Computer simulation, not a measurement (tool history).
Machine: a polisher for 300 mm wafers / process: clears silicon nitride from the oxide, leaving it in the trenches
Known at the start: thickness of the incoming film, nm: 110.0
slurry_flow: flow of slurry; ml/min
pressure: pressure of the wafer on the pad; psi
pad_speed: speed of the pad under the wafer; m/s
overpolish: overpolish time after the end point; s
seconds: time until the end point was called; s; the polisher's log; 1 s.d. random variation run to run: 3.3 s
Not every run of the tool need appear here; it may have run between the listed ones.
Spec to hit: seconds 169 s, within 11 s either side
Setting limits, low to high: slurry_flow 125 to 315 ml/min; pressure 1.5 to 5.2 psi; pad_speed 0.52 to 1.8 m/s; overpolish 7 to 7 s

run  hour  slurry_flow  pressure  pad_speed  overpolish  seconds
  1     0          205       3.3       1.16           7   96.321
  2     6          205       2.6       1.16           7   123.57
  3   7.4          205       2.5       1.16           7   127.38
  4  12.1          205       2.5       1.16           7   124.76
  5  17.8          205       3.3       1.16           7   99.023
  6  20.3          205       3.1       1.16           7    104.8
  7  24.7          205       2.9       1.16           7   110.78
  8  31.2          205       2.8       1.16           7   114.48
  9  35.4          205       2.7       1.16           7   117.31
 10  42.3          205       2.6       1.16           7   124.13
 11  46.7          205       2.5       1.16           7   124.97
 12  52.3          205       2.4       1.16           7    133.9
 13  55.1          205       2.3       1.16           7   138.02
 14    61          205       1.6       1.12           7   198.95

Which single option among these 4 for the next run brings every result within its allowed miss of target? Just one does.
  A  66.9          170       1.7       1.04           7        ?
  B  66.9          210       1.8       1.14           7        ?
  C  66.9          220       2.2       1.16           7        ?
  D  66.9          210         2       1.28           7        ?

move  seconds
   A   200.51
   B   169.22
   C   137.88
   D   137.48
A: misses by more than the last run did
B: in spec on every target
C: the result that was furthest off in the last run now lies on the other side of its target
D: the result that was furthest off in the last run now lies on the other side of its target
So the answer is move B, the one that meets all the targets.
